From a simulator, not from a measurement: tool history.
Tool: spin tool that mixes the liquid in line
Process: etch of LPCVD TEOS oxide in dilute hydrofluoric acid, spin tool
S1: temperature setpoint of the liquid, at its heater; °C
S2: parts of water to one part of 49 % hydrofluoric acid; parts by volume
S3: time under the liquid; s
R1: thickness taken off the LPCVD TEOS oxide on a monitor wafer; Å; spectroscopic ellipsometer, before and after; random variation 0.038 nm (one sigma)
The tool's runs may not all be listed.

{"run": 1, "day": 0.0, "S1": 20, "S2": 165, "S3": 15, "R1": 10.603}
{"run": 2, "day": 0.112, "S1": 20, "S2": 165, "S3": 15, "R1": 10.595}
{"run": 3, "day": 0.35, "S1": 17, "S2": 165, "S3": 15, "R1": 9.5691}
{"run": 4, "day": 0.717, "S1": 17, "S2": 165, "S3": 15, "R1": 9.5297}
{"run": 5, "day": 0.825, "S1": 17, "S2": 165, "S3": 15, "R1": 9.5612}
{"run": 6, "day": 0.942, "S1": 17, "S2": 140, "S3": 15, "R1": 11.48}
{"day": 1.029, "done": "hydrofluoric acid flow meter replaced"}
{"run": 7, "day": 1.029, "S1": 20.5, "S2": 105, "S3": 15, "R1": 21.259}
{"run": 8, "day": 1.217, "S1": 23, "S2": 90, "S3": 15, "R1": 27.44}

Forecast run 9:
{"run": 9, "day": 1.258, "S1": 24.5, "S2": 80, "S3": 15, "R1": "?"}

{"run 9": {"R1": 33.588}}
